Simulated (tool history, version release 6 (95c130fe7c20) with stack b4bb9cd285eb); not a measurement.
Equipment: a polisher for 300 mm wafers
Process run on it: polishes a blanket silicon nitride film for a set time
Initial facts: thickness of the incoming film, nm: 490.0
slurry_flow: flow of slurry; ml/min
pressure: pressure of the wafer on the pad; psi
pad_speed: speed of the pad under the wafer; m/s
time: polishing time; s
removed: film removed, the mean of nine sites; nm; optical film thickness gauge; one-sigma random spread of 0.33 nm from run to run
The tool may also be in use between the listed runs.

run    day  slurry_flow  pressure  pad_speed  time  removed
  1      0          205       2.8       0.96    23   29.453
  2  0.367          205       2.5       0.96    23   26.378
  3  0.508          205       2.5       0.96    23    25.94
  4   0.75          205       2.5       0.96    23   25.884
  5  1.083          205       2.5       1.18    23   30.698
       1.4  -- head pressure recalibrated
  6    1.4          250       2.5       1.18    23    34.07
  7  1.542          230       2.3       1.18    23   30.839
  8  1.592          215       2.1       1.18    23   28.491
  9  1.658          205       1.9       1.18    23   25.967
 10  1.808          195       1.8       1.18    23   23.463
 11  1.971          190       1.8       1.18    23   23.714
 12  2.021          185       1.8       1.18    23   24.141

Run 13 is up next; what results do you expect?
 13  2.142          180       1.8       1.18    23        ?

{"run 13": {"removed": 24.332}}
